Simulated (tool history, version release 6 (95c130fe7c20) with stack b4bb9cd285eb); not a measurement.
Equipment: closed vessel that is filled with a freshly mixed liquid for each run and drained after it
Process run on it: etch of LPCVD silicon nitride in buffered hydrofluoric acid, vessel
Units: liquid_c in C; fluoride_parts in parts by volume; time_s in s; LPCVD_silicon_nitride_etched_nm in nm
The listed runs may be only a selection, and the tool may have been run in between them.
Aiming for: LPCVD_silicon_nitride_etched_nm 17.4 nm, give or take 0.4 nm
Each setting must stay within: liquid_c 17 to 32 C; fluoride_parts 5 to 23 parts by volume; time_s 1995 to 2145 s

run  hour  liquid_c  fluoride_parts  time_s  LPCVD_silicon_nitride_etched_nm
  1     0        24              14    1995                           24.232
  2   8.3        23              14    1995                            22.77
  3  10.9        23              16    1995                           20.042
  4  12.7      22.5              16    1995                           19.544
  5  18.4        22              16    1995                           18.816
  6  22.3        22              19    1995                           16.052
  7  30.4      22.5              19    1995                           16.367
  8  33.4        23              19    1995                           16.718

Which of these 5 next moves meets every target?
  A  36.4        26            22.5    2015                                ?
  B  36.4      24.5              23    2080                                ?
  C  36.4      21.5            18.5    1995                                ?
  D  36.4      22.5            20.5    2125                                ?
  E  36.4      20.5              18    2050                                ?

move  LPCVD_silicon_nitride_etched_nm
   A                           17.526
   B                           16.424
   C                           15.876
   D                           16.271
   E                           15.852
A: meets every target
B: moves away from the targets compared with the last run
C: moves away from the targets compared with the last run
D: moves away from the targets compared with the last run
E: moves away from the targets compared with the last run
The move that meets every target is A.
